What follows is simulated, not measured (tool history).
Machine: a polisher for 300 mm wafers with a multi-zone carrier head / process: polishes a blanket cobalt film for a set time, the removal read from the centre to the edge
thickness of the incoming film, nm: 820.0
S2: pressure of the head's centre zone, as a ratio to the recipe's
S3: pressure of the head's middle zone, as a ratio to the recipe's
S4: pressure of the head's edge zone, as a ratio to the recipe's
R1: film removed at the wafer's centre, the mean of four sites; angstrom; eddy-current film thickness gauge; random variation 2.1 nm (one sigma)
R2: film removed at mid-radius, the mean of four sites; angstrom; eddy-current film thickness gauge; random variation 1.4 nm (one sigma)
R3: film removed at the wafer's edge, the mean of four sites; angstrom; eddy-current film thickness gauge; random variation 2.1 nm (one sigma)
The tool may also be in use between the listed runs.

Run 1, hour 0.0: flow of slurry (ml/min) 285, S2 1.00, S3 1.00, S4 1.00, polishing time (s) 34. Result: R1 1432.2 angstrom, R2 1447.0 angstrom, R3 1486.3 angstrom.
Run 2, hour 1.5: flow of slurry (ml/min) 315, S2 1.07, S3 1.06, S4 1.01, polishing time (s) 37. Result: R1 1698.2 angstrom, R2 1663.3 angstrom, R3 1597.3 angstrom.
Run 3, hour 2.9: flow of slurry (ml/min) 325, S2 1.11, S3 1.10, S4 1.05, polishing time (s) 40. Result: R1 1944.4 angstrom, R2 1870.8 angstrom, R3 1752.4 angstrom.
Run 4, hour 8.8: flow of slurry (ml/min) 335, S2 1.13, S3 1.13, S4 1.08, polishing time (s) 42. Result: R1 2021.5 angstrom, R2 1994.7 angstrom, R3 1892.2 angstrom.
Run 5, hour 13.9: flow of slurry (ml/min) 345, S2 1.15, S3 1.14, S4 1.07, polishing time (s) 43. Result: R1 2145.0 angstrom, R2 2061.1 angstrom, R3 1949.1 angstrom.
Run 6, hour 17.0: flow of slurry (ml/min) 345, S2 1.08, S3 1.14, S4 1.07, polishing time (s) 43. Result: R1 2013.5 angstrom, R2 2073.4 angstrom, R3 1914.1 angstrom.

What does the tool deliver on the next run?
Run 7, hour 18.4: flow of slurry (ml/min) 350, S2 1.12, S3 1.15, S4 1.06, polishing time (s) 44. Result: R1 ?, R2 ?, R3 ?.

Run 7 produced R1 2144.0 angstrom, R2 2132.1 angstrom, R3 1955.9 angstrom.

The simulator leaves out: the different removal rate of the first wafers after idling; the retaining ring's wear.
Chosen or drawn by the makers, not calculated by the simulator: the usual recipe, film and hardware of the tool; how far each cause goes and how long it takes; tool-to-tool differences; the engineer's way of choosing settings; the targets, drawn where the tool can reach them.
